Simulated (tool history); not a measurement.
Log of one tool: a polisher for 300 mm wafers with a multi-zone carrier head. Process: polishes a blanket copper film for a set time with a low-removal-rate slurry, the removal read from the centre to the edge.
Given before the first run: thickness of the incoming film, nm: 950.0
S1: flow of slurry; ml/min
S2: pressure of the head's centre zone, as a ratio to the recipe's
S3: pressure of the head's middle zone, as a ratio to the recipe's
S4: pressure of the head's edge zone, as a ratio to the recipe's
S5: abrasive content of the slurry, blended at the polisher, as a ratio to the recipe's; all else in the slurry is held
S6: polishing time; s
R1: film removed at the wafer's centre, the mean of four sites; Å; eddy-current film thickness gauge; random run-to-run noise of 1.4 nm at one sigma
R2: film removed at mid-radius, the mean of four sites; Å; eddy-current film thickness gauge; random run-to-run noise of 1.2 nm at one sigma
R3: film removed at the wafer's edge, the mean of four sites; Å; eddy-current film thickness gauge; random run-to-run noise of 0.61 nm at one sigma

| run | hour | S1 | S2 | S3 | S4 | S5 | S6 | R1 | R2 | R3 |
|---|---|---|---|---|---|---|---|---|---|---|
| 1 | 0 | 295 | 1 | 1 | 1 | 1 | 75 | 1377.1 | 1400 | 1377.5 |
| 2 | 4.5 | 295 | 1 | 1 | 1.06 | 1 | 75 | 1388.5 | 1366.5 | 1434.6 |
| 3 | 9.9 | 295 | 1 | 1 | 1.06 | 0.8 | 75 | 1335.1 | 1317.4 | 1375.2 |
| 4 | 10.5 | 295 | 1 | 1 | 1.06 | 0.6 | 75 | 1257.1 | 1279.3 | 1319.2 |
| 5 | 14.7 | 240 | 1 | 1 | 1.06 | 0.6 | 75 | 1189.1 | 1242.5 | 1284.8 |
| 6 | 18.9 | 240 | 1 | 1.04 | 1.06 | 0.6 | 75 | 1210.2 | 1287.7 | 1280.4 |
| 7 | 19.8 | 245 | 1.03 | 1.01 | 1.04 | 0.6 | 72 | 1230.7 | 1185.8 | 1207.9 |
| 8 | 24.2 | 240 | 1.04 | 0.98 | 1.02 | 0.6 | 71 | 1221.3 | 1171.9 | 1191.5 |
| 9 | 30.7 | 240 | 1.04 | 0.98 | 1.02 | 0.6 | 71 | 1205.4 | 1149.1 | 1206.9 |
| 10 | 33.9 | 240 | 1.06 | 0.97 | 1.01 | 0.6 | 69 | 1224.9 | 1110.3 | 1164.3 |
| 11 | 37.7 | 235 | 1.07 | 0.87 | 0.91 | 0.5 | 62 | 1050.7 | 890.29 | 967.65 |
| 12 | 42.6 | 240 | 1.08 | 0.87 | 0.91 | 0.5 | 62 | 1054.8 | 889.81 | 963.9 |
| 13 | 48.5 | 240 | 1.09 | 0.87 | 0.91 | 0.5 | 62 | 1068 | 880.15 | 957.69 |
| 14 | 54.3 | 240 | 1.1 | 0.87 | 0.92 | 0.5 | 62 | 1090.4 | 885.68 | 966.25 |
| 15 | 59.2 | 240 | 1.11 | 0.87 | 0.92 | 0.5 | 62 | 1105.2 | 877.5 | 981.56 |

For run 16, what comes out?
| 16 | 61.2 | 240 | 1.12 | 0.88 | 0.92 | 0.5 | 62 | ? | ? | ? |

{"run 16": {"R1": 1111.5, "R2": 902.07, "R3": 968.47}}

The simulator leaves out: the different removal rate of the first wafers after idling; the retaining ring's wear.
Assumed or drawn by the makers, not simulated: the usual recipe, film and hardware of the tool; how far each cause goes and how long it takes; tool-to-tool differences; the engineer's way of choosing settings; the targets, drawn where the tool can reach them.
